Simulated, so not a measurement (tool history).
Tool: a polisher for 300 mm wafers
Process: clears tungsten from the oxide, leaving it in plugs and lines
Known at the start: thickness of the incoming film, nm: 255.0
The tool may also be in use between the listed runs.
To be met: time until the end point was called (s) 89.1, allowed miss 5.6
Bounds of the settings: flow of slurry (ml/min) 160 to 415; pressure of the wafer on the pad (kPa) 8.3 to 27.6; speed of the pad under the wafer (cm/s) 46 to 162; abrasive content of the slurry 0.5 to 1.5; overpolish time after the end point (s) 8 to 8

run	hour	flow of slurry (ml/min)	pressure of the wafer on the pad (kPa)	speed of the pad under the wafer (cm/s)	abrasive content of the slurry	overpolish time after the end point (s)	time until the end point was called (s)
1	0	265	17.9	104	1	8	66.216
2	5.6	265	17.9	104	1	8	64.534
3	11.1	235	17.9	104	1	8	68.774
4	19.7	205	17.9	104	1	8	69.758
5	26.5	205	17.2	104	1	8	69.028
6	29	205	15.9	102	1	8	78.001
7	31.5	205	15.2	102	1	8	78.857
8	40.3	205	14.5	102	1	8	80.213

4 next moves are on the table. One of them brings every result within its allowed miss. Which?
A	49.1	240	13.8	98	0.75	8	?
B	49.1	190	11	132	0.8	8	?
C	49.1	170	13.1	128	0.8	8	?
D	49.1	260	13.1	100	1.15	8	?

move	time until the end point was called (s)
A	90.237
B	77.825
C	74.228
D	81.822
A: meets every target
B: further off than the last run
C: further off than the last run
D: nearer than the last run, and not there yet
Move A is the one to make.
